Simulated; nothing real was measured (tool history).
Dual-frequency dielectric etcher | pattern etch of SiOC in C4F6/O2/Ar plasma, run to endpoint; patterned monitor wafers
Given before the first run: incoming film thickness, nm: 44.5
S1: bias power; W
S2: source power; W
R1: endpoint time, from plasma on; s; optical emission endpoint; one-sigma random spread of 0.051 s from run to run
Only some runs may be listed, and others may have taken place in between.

{"run": 1, "hour": 0.0, "S1": 446, "S2": 340, "R1": 15.266}
{"run": 2, "hour": 4.4, "S1": 456, "S2": 340, "R1": 15.169}
{"run": 3, "hour": 6.0, "S1": 456, "S2": 300, "R1": 15.972}
{"run": 4, "hour": 14.2, "S1": 456, "S2": 250, "R1": 17.413}
{"run": 5, "hour": 19.4, "S1": 487, "S2": 260, "R1": 16.515}
{"run": 6, "hour": 23.8, "S1": 510, "S2": 260, "R1": 16.294}
{"run": 7, "hour": 29.0, "S1": 531, "S2": 260, "R1": 16.068}

For run 8, what comes out?
{"run": 8, "hour": 31.4, "S1": 621, "S2": 290, "R1": "?"}

Run 8 came out at R1 14.334 s.
